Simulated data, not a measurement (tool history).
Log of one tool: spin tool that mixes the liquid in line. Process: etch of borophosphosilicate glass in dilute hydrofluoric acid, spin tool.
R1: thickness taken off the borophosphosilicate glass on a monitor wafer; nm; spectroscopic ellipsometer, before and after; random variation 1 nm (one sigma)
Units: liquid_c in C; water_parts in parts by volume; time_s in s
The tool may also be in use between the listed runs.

Run 1, hour 0: liquid_c 24 C, water_parts 110 parts by volume, time_s 95 s. Result: R1 50.899 nm.
Run 2, hour 1.1: liquid_c 24 C, water_parts 110 parts by volume, time_s 100 s. Result: R1 53.103 nm.
Run 3, hour 6.7: liquid_c 22 C, water_parts 110 parts by volume, time_s 100 s. Result: R1 49.699 nm.
Run 4, hour 7.8: liquid_c 22 C, water_parts 75 parts by volume, time_s 100 s. Result: R1 74.359 nm.
Run 5, hour 9: liquid_c 22 C, water_parts 75 parts by volume, time_s 95 s. Result: R1 72.585 nm.
Run 6, hour 17.4: liquid_c 25 C, water_parts 70 parts by volume, time_s 95 s. Result: R1 87.583 nm.
Run 7, hour 22.9: liquid_c 27 C, water_parts 70 parts by volume, time_s 95 s. Result: R1 94.16 nm.
Run 8, hour 30.3: liquid_c 28.5 C, water_parts 65 parts by volume, time_s 95 s. Result: R1 108.44 nm.
Run 9, hour 38.7: liquid_c 29.5 C, water_parts 65 parts by volume, time_s 95 s. Result: R1 113.91 nm.
Run 10, hour 43.3: liquid_c 30.5 C, water_parts 65 parts by volume, time_s 95 s. Result: R1 116.51 nm.
Run 11, hour 47.3: liquid_c 31 C, water_parts 65 parts by volume, time_s 95 s. Result: R1 120.9 nm.

Run 12 comes next. What will it give?
Run 12, hour 50.9: liquid_c 31.5 C, water_parts 65 parts by volume, time_s 95 s. Result: R1 ?.

Run 12 gave R1 122.06 nm.
